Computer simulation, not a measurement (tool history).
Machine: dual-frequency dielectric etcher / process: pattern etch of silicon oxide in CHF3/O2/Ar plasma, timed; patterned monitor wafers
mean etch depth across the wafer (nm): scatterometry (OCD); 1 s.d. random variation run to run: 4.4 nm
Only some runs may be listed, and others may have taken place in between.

run,hour,source power (kW),bias power (kW),etch time (s),mean etch depth across the wafer (nm)
1,0.0,0.720,0.235,517.5,1294.9
2,1.2,0.810,0.235,517.5,1345.1
3,10.2,0.810,0.207,517.5,1253.8
4,13.4,0.740,0.207,517.5,1219.5
5,18.1,0.710,0.199,517.5,1165.8
# hour 26.0: wet clean of the chamber
6,26.0,0.710,0.225,517.5,1221.4
7,26.8,0.680,0.221,517.5,1193.5

Expected results for the next run?
8,29.7,0.650,0.217,517.5,?

{"run 8": {"mean etch depth across the wafer (nm)": 1155.5}}

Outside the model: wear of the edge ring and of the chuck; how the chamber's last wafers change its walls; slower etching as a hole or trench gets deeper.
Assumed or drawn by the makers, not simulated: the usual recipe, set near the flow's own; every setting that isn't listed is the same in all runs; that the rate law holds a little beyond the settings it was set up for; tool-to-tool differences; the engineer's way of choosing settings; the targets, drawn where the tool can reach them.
